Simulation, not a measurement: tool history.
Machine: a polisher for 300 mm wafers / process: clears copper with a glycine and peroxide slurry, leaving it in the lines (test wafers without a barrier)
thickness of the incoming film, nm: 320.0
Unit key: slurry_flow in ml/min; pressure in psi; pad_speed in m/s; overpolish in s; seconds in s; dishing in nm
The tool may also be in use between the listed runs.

run	hour	slurry_flow	pressure	pad_speed	overpolish	seconds	dishing
1	0	225	1.9	1.02	9	61.046	31.474
2	1.6	225	2	1.04	9	58.802	32.836
3	8.8	225	2.1	1.06	9	57.111	34.757
4	14.3	225	2.1	1.28	9	47.646	39.065
5	22	225	2.1	1.44	9	42.806	41.834
6	23.1	225	2.1	1.44	6	43.754	30.344

Run 7 has not been measured yet. What should we expect?
7	26.1	225	2.1	1.44	7	?	?

{"run 7": {"seconds": 45.077, "dishing": 33.939}}
